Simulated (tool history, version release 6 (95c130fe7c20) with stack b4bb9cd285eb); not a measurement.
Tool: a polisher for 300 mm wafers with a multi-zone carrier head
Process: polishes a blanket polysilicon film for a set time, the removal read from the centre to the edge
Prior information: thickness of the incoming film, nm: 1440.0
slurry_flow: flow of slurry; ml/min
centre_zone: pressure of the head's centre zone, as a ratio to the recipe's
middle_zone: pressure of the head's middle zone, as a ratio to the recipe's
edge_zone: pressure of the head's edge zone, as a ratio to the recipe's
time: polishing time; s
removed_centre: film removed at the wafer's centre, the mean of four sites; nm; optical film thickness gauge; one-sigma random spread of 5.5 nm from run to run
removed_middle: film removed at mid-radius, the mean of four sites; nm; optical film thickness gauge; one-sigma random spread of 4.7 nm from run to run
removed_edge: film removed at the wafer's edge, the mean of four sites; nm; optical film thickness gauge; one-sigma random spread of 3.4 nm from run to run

run,day,slurry_flow,centre_zone,middle_zone,edge_zone,time,removed_centre,removed_middle,removed_edge
1,0.000,280,1.00,1.00,1.00,56,609.47,602.15,583.05
2,0.033,280,1.00,1.00,1.00,62,675.53,674.65,643.91
3,0.333,270,0.99,0.95,1.00,56,589.51,571.93,577.83
4,0.383,270,0.99,0.95,1.00,62,649.69,637.14,643.07
5,0.417,215,0.99,0.95,1.00,62,648.25,617.19,635.51
6,0.788,285,0.99,0.95,1.00,62,643.53,640.71,644.39
7,0.954,270,0.99,0.92,1.00,56,584.70,558.58,585.97
8,1.021,270,0.99,0.92,1.00,56,598.67,559.14,577.65
9,1.108,255,0.97,0.89,1.01,52,537.38,500.04,539.56
10,1.225,245,0.96,0.87,1.01,49,507.94,448.65,508.94
11,1.292,240,0.94,0.86,0.99,47,466.63,439.91,485.49
12,1.462,240,0.94,0.86,0.99,47,470.37,434.97,488.01
13,1.733,235,0.94,0.85,0.99,45,448.65,419.91,459.80
14,2.025,225,0.94,0.84,1.00,44,425.38,396.79,451.45
15,2.158,215,0.95,0.83,1.00,44,443.59,390.66,444.96
16,2.258,215,0.95,0.83,1.00,44,441.02,392.11,448.74

Predict the results of run 17:
17,2.496,210,0.95,0.83,1.01,43,?,?,?

Run 17 measured removed_centre 425.18 nm, removed_middle 387.19 nm, removed_edge 433.95 nm.
